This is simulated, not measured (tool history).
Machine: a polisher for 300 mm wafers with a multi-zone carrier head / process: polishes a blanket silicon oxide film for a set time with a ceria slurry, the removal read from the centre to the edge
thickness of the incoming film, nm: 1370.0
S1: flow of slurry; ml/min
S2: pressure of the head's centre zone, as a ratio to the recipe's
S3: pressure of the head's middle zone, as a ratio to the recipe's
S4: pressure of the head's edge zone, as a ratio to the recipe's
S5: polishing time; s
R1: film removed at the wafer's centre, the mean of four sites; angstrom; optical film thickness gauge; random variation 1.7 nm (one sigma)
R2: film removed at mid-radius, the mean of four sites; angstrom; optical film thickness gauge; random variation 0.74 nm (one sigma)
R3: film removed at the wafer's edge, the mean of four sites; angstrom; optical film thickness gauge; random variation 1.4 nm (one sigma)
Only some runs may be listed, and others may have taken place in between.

run,hour,S1,S2,S3,S4,S5,R1,R2,R3
1,0.0,145,1.00,1.00,1.00,79,2218.3,2225.0,2257.2
2,7.4,135,1.00,0.95,0.98,67,1811.9,1790.1,1857.4
3,15.1,125,1.02,0.91,0.98,59,1595.4,1500.0,1661.1
4,21.8,140,1.02,0.91,0.98,59,1651.5,1512.5,1623.1
5,24.9,135,1.02,0.88,0.97,54,1507.1,1341.0,1498.4
6,29.4,130,1.02,0.86,0.95,51,1404.3,1227.5,1367.7

Expected results for the next run?
7,31.0,120,1.02,0.85,0.94,50,?,?,?

Run 7 produced R1 1374.6 angstrom, R2 1173.8 angstrom, R3 1357.0 angstrom.
